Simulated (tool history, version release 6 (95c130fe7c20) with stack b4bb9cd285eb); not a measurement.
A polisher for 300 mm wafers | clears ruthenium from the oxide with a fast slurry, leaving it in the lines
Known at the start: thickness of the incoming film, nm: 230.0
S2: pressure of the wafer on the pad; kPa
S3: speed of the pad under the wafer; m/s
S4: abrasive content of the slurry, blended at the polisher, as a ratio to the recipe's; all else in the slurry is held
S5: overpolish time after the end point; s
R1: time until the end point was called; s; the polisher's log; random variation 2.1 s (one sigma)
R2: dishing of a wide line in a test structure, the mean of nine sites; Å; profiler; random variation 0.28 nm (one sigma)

Run 1, day 0: flow of slurry (ml/min) 210, S2 19.3 kPa, S3 1.08 m/s, S4 1, S5 15 s. Result: R1 63.135 s, R2 447.08 Å.
Run 2, day 0.225: flow of slurry (ml/min) 210, S2 20.7 kPa, S3 1.08 m/s, S4 1, S5 15 s. Result: R1 59.004 s, R2 474.92 Å.
Run 3, day 0.379: flow of slurry (ml/min) 210, S2 19.3 kPa, S3 1.06 m/s, S4 1, S5 14 s. Result: R1 63.248 s, R2 404.06 Å.
Run 4, day 0.521: flow of slurry (ml/min) 245, S2 19.3 kPa, S3 1.06 m/s, S4 1, S5 14 s. Result: R1 62.762 s, R2 420.39 Å.
Run 5, day 0.708: flow of slurry (ml/min) 245, S2 17.9 kPa, S3 1.06 m/s, S4 1, S5 14 s. Result: R1 68.752 s, R2 387.53 Å.
Run 6, day 1.038: flow of slurry (ml/min) 245, S2 17.9 kPa, S3 1.06 m/s, S4 1, S5 17 s. Result: R1 64.807 s, R2 455.01 Å.
Run 7, day 1.175: flow of slurry (ml/min) 250, S2 17.2 kPa, S3 1.04 m/s, S4 1, S5 16 s. Result: R1 71.114 s, R2 409.66 Å.

The next listed run, before its measurement:
Run 8, day 1.408: flow of slurry (ml/min) 250, S2 16.5 kPa, S3 1.04 m/s, S4 1, S5 15 s. Result: R1 ?, R2 ?.

R1: 73.071 s
R2: 381.91 Å
